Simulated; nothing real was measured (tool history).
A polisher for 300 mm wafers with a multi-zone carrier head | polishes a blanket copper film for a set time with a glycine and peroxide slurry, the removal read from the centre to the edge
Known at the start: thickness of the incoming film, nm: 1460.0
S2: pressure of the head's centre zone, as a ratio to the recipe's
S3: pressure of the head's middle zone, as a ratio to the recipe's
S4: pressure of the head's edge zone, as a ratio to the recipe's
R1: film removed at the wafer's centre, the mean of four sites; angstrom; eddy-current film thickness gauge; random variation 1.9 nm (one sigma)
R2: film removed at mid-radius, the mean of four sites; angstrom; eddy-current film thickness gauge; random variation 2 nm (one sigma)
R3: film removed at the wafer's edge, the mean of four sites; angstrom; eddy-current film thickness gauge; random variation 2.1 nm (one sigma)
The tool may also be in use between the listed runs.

Run 1, day 0: flow of slurry (ml/min) 265, S2 1, S3 1, S4 1, polishing time (s) 79. Result: R1 2548.7 angstrom, R2 2559.8 angstrom, R3 2573.2 angstrom.
Run 2, day 0.233: flow of slurry (ml/min) 265, S2 1, S3 1, S4 1, polishing time (s) 99. Result: R1 3182.8 angstrom, R2 3222.6 angstrom, R3 3186.6 angstrom.
Run 3, day 0.421: flow of slurry (ml/min) 265, S2 1, S3 1, S4 1, polishing time (s) 83. Result: R1 2680.3 angstrom, R2 2696.6 angstrom, R3 2686.9 angstrom.
Run 4, day 0.458: flow of slurry (ml/min) 265, S2 1, S3 1.05, S4 1, polishing time (s) 83. Result: R1 2665.4 angstrom, R2 2813.4 angstrom, R3 2696.2 angstrom.
Run 5, day 0.792: flow of slurry (ml/min) 255, S2 0.99, S3 1.04, S4 0.98, polishing time (s) 83. Result: R1 2670.7 angstrom, R2 2809.6 angstrom, R3 2672.7 angstrom.
Run 6, day 0.967: flow of slurry (ml/min) 255, S2 0.99, S3 0.99, S4 0.98, polishing time (s) 83. Result: R1 2600.5 angstrom, R2 2632.9 angstrom, R3 2669.5 angstrom.

Forecast run 7:
Run 7, day 1.092: flow of slurry (ml/min) 255, S2 0.99, S3 1, S4 0.96, polishing time (s) 82. Result: R1 ?, R2 ?, R3 ?.

{"run 7": {"R1": 2589.4, "R2": 2671.1, "R3": 2657.9}}
